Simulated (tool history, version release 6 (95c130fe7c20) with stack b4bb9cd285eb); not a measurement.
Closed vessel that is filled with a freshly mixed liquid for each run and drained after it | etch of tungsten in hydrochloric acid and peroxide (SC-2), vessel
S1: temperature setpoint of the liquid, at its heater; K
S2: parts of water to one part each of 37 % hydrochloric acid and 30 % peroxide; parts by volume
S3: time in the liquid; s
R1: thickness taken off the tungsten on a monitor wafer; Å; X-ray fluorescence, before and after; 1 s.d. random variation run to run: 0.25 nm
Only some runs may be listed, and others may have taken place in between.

run,day,S1,S2,S3,R1
1,0.000,325.15,6.5,195,360.17
2,0.088,324.15,6.5,195,342.63
3,0.133,324.15,6.5,210,362.95
4,0.179,324.15,5.5,210,416.35
5,0.262,324.15,5.5,210,422.51
6,0.425,322.65,5.5,210,376.58

Estimate the outcome of run 7 from the log above:
7,0.583,321.65,5.5,210,?

For run 7 the tool returned R1 346.63 Å.
